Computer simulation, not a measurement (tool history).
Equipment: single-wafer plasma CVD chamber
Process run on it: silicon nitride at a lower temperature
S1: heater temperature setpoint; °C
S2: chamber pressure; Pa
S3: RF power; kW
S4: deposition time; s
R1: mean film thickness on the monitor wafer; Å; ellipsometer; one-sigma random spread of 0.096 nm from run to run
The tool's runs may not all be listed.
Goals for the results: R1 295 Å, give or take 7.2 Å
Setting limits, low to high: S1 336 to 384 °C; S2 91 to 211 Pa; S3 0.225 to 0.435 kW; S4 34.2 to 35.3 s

{"run": 1, "hour": 0.0, "S1": 360, "S2": 151, "S3": 0.33, "S4": 34.2, "R1": 408.33}
{"run": 2, "hour": 7.3, "S1": 360, "S2": 151, "S3": 0.33, "S4": 35.3, "R1": 419.6}
{"run": 3, "hour": 15.3, "S1": 360, "S2": 151, "S3": 0.295, "S4": 35.3, "R1": 373.98}
{"run": 4, "hour": 22.0, "S1": 360, "S2": 129, "S3": 0.295, "S4": 35.3, "R1": 359.37}
{"run": 5, "hour": 24.9, "S1": 360, "S2": 115, "S3": 0.295, "S4": 35.3, "R1": 342.03}
{"run": 6, "hour": 29.2, "S1": 360, "S2": 115, "S3": 0.295, "S4": 35.3, "R1": 344.25}
{"run": 7, "hour": 36.8, "S1": 360, "S2": 96, "S3": 0.24, "S4": 34.8, "R1": 248.71}
{"run": 8, "hour": 45.6, "S1": 360, "S2": 107, "S3": 0.24, "S4": 34.8, "R1": 257.35}
{"run": 9, "hour": 52.0, "S1": 360, "S2": 116, "S3": 0.24, "S4": 34.8, "R1": 262.74}
{"run": 10, "hour": 57.4, "S1": 360, "S2": 124, "S3": 0.24, "S4": 34.8, "R1": 270.03}
{"run": 11, "hour": 61.8, "S1": 360, "S2": 155, "S3": 0.25, "S4": 34.9, "R1": 305.43}

Pick the move, out of 5, that brings all results within their allowed miss; only one does.
{"run": "A", "hour": 66.2, "S1": 357, "S2": 147, "S3": 0.255, "S4": 35.2, "R1": "?"}
{"run": "B", "hour": 66.2, "S1": 360, "S2": 173, "S3": 0.25, "S4": 34.2, "R1": "?"}
{"run": "C", "hour": 66.2, "S1": 366, "S2": 141, "S3": 0.265, "S4": 34.2, "R1": "?"}
{"run": "D", "hour": 66.2, "S1": 353, "S2": 153, "S3": 0.24, "S4": 34.2, "R1": "?"}
{"run": "E", "hour": 66.2, "S1": 357, "S2": 169, "S3": 0.24, "S4": 34.6, "R1": "?"}

move=A R1=309.93
move=B R1=307.68
move=C R1=311.35
move=D R1=282.25
move=E R1=293.25
A: moves away from the targets compared with the last run
B: moves away from the targets compared with the last run
C: moves away from the targets compared with the last run
D: moves the result that the last run missed by most past its target, out the other side
E: all results land within tolerance of their targets
Correct choice: E, which meets every target
